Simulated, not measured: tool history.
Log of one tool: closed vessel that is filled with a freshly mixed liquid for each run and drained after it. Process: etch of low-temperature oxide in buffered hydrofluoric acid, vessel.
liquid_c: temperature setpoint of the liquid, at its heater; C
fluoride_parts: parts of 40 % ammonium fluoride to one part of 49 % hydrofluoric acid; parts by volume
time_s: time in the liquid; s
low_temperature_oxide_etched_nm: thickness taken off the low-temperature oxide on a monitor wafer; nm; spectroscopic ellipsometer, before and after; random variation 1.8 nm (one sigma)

run  hour  liquid_c  fluoride_parts  time_s  low_temperature_oxide_etched_nm
  1     0        25              16      95                           117.72
  2   2.8        27            15.5      95                           133.58
  3     5      28.5              15      95                           152.68
  4  10.2      29.5              15      95                            162.1
  5  12.3        26              15      95                           131.83
  6  17.2        28            14.5      95                           152.69
  7  21.6        29            14.5      95                           160.92
  8  28.3        30            14.5      95                           168.01
  9  36.9      30.5            14.5      95                           171.93

Forecast run 10:
 10  42.1        31            14.5      95                                ?

{"run 10": {"low_temperature_oxide_etched_nm": 177.14}}
